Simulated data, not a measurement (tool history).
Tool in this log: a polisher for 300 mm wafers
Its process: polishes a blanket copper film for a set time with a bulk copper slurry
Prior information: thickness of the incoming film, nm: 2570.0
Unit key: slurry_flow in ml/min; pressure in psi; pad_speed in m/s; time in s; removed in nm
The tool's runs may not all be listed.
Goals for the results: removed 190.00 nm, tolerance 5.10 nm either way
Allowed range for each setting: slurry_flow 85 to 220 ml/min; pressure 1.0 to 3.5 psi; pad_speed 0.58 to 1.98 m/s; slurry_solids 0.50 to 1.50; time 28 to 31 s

run 1 day=0.000 | slurry_flow=140 pressure=2.2 pad_speed=1.28 slurry_solids=1.00 time=31 | removed=251.33
run 2 day=0.179 | slurry_flow=175 pressure=2.2 pad_speed=1.28 slurry_solids=1.00 time=31 | removed=258.25
run 3 day=0.508 | slurry_flow=175 pressure=2.2 pad_speed=1.28 slurry_solids=0.90 time=31 | removed=248.94
run 4 day=0.596 | slurry_flow=150 pressure=2.2 pad_speed=1.28 slurry_solids=0.90 time=31 | removed=242.63
run 5 day=0.938 | slurry_flow=185 pressure=2.2 pad_speed=1.28 slurry_solids=0.90 time=31 | removed=250.50
run 6 day=1.083 | slurry_flow=155 pressure=2.2 pad_speed=1.28 slurry_solids=0.90 time=31 | removed=243.24
run 7 day=1.383 | slurry_flow=150 pressure=2.0 pad_speed=1.28 slurry_solids=0.90 time=31 | removed=219.81
run 8 day=1.629 | slurry_flow=145 pressure=1.9 pad_speed=1.28 slurry_solids=0.90 time=31 | removed=209.85

Which single option among these 5 for the next run brings every result within its allowed miss of target? Just one does.
run A day=1.875 | slurry_flow=145 pressure=2.0 pad_speed=1.12 slurry_solids=0.85 time=31 | removed=?
run B day=1.875 | slurry_flow=140 pressure=1.9 pad_speed=1.14 slurry_solids=1.20 time=28 | removed=?
run C day=1.875 | slurry_flow=100 pressure=2.3 pad_speed=1.22 slurry_solids=0.80 time=30 | removed=?
run D day=1.875 | slurry_flow=140 pressure=2.0 pad_speed=1.34 slurry_solids=0.80 time=31 | removed=?
run E day=1.875 | slurry_flow=135 pressure=1.8 pad_speed=1.30 slurry_solids=0.90 time=31 | removed=?

move=A removed=189.51
move=B removed=180.40
move=C removed=213.70
move=D removed=220.91
move=E removed=198.92
A: each result inside its tolerance
B: takes the biggest miss from the last run beyond its target
C: moves away from the targets compared with the last run
D: moves away from the targets compared with the last run
E: nearer the targets than the last run, but a result is still out of spec
The move that meets every target is A.
